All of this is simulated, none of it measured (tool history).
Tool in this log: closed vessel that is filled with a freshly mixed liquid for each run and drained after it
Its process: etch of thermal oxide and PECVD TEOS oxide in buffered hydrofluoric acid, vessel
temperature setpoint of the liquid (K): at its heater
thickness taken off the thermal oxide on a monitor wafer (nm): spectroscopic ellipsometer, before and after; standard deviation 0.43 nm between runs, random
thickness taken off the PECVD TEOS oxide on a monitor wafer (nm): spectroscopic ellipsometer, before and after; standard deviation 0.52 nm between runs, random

run	hour	temperature setpoint of the liquid (K)	parts of 40 % ammonium fluoride to one part of 49 % hydrofluoric acid (parts by volume)	time in the liquid (s)	thickness taken off the thermal oxide on a monitor wafer (nm)	thickness taken off the PECVD TEOS oxide on a monitor wafer (nm)
1	0	296.15	12.5	60	56.953	57.696
2	3.1	296.65	12.5	60	57.694	59.545
3	10.5	296.65	16	60	46.084	46.872
4	16.8	297.65	16	60	48.272	50.153
5	23.9	301.15	16	60	58.306	59.871
6	29.8	301.65	16	60	60.328	61.147
7	39.1	301.65	16	60	59.672	61.027
8	41.2	302.15	16	60	61.809	63.107

For run 9, what comes out?
9	44.5	302.15	16	60	?	?

thickness taken off the thermal oxide on a monitor wafer (nm): 62.016
thickness taken off the PECVD TEOS oxide on a monitor wafer (nm): 63.971

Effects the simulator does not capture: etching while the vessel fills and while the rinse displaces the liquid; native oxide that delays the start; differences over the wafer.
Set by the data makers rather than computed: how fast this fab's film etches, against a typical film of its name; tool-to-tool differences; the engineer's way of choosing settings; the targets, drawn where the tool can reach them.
